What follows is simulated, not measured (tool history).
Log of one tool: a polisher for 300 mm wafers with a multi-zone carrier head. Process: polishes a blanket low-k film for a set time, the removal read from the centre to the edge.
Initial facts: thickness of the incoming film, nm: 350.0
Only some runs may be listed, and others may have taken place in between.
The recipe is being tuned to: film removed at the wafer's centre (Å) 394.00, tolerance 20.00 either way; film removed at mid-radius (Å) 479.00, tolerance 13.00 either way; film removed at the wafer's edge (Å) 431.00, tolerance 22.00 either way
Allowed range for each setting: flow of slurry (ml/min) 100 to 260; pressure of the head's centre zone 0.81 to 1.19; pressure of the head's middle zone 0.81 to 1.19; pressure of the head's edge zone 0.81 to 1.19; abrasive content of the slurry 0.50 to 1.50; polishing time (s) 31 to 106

run  hour  flow of slurry (ml/min)  pressure of the head's centre zone  pressure of the head's middle zone  pressure of the head's edge zone  abrasive content of the slurry  polishing time (s)  film removed at the wafer's centre (Å)  film removed at mid-radius (Å)  film removed at the wafer's edge (Å)
  1   0.0                      165                                1.00                                1.00                              1.00                            1.00                  68                                  259.69                          260.30                                259.73
  2   8.6                      170                                0.99                                1.02                              1.02                            1.05                  70                                  277.33                          282.42                                283.44
  3  11.4                      180                                0.98                                1.05                              1.02                            1.10                  71                                  273.71                          298.40                                297.06
  4  13.6                      180                                0.98                                1.05                              1.02                            0.90                  71                                  251.57                          270.38                                261.12
  5  20.1                      185                                0.99                                1.07                              1.01                            1.00                  72                                  274.40                          293.12                                275.08
  6  21.9                      145                                0.99                                1.07                              1.01                            1.00                  72                                  261.44                          285.01                                264.93
  7  25.9                      150                                0.99                                1.09                              1.01                            1.05                  74                                  285.16                          310.27                                281.58
  8  28.9                      200                                0.89                                1.18                              1.11                            1.30                  80                                  322.90                          408.23                                365.82
  9  31.1                      205                                0.90                                1.18                              1.11                            1.35                  80                                  323.57                          417.48                                374.23

Exactly one of the 5 candidate moves below puts every result within its allowed miss. Which one?
  A  33.3                      195                                0.93                                1.19                              0.95                            1.15                  97                                       ?                               ?                                     ?
  B  33.3                      190                                1.14                                1.17                              1.05                            0.95                 103                                       ?                               ?                                     ?
  C  33.3                      205                                0.95                                1.11                              1.12                            1.35                  91                                       ?                               ?                                     ?
  D  33.3                      190                                0.95                                1.19                              1.11                            1.20                  96                                       ?                               ?                                     ?
  E  33.3                      170                                1.15                                1.11                              1.00                            1.00                  86                                       ?                               ?                                     ?

move  film removed at the wafer's centre (Å)  film removed at mid-radius (Å)  film removed at the wafer's edge (Å)
   A                                  384.49                          463.42                                391.04
   B                                  452.01                          437.01                                393.70
   C                                  398.79                          442.82                                429.97
   D                                  395.02                          466.05                                424.94
   E                                  384.27                          352.79                                326.41
A: nearer than the last run, and not there yet
B: nearer than the last run, and not there yet
C: nearer than the last run, and not there yet
D: meets every target
E: the biggest miss grows against the last run
So the answer is move D, the one that meets all the targets.

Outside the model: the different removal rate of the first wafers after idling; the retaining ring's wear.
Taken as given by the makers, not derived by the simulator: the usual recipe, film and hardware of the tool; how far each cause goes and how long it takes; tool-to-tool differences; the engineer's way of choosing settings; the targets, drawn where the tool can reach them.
